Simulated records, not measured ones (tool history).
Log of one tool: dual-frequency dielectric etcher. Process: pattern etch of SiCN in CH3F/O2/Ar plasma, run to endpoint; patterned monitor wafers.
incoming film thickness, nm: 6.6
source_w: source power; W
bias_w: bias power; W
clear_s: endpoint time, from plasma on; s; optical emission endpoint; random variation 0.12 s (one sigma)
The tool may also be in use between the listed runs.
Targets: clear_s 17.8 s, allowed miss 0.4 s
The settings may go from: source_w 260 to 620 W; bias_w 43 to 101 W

Run 1, hour 0: source_w 440 W, bias_w 72 W. Result: clear_s 15.739 s.
Run 2, hour 7: source_w 420 W, bias_w 71 W. Result: clear_s 16.511 s.
Run 3, hour 13.8: source_w 480 W, bias_w 71 W. Result: clear_s 15.712 s.
Run 4, hour 21.2: source_w 430 W, bias_w 71 W. Result: clear_s 16.399 s.
Run 5, hour 30.2: source_w 430 W, bias_w 80 W. Result: clear_s 15.373 s.
Run 6, hour 34.4: source_w 460 W, bias_w 80 W. Result: clear_s 14.949 s.
Run 7, hour 35.1: source_w 370 W, bias_w 72 W. Result: clear_s 17.464 s.
Run 8, hour 36.5: source_w 370 W, bias_w 72 W. Result: clear_s 17.132 s.

Which of these 4 next moves meets every target?
Run A, hour 37.9: source_w 470 W, bias_w 66 W. Result: clear_s ?.
Run B, hour 37.9: source_w 350 W, bias_w 73 W. Result: clear_s ?.
Run C, hour 37.9: source_w 420 W, bias_w 67 W. Result: clear_s ?.
Run D, hour 37.9: source_w 350 W, bias_w 78 W. Result: clear_s ?.

move  clear_s
   A    16.24
   B   17.603
   C    16.96
   D   16.954
A: further off than the last run
B: meets every target
C: further off than the last run
D: further off than the last run
Answer: B

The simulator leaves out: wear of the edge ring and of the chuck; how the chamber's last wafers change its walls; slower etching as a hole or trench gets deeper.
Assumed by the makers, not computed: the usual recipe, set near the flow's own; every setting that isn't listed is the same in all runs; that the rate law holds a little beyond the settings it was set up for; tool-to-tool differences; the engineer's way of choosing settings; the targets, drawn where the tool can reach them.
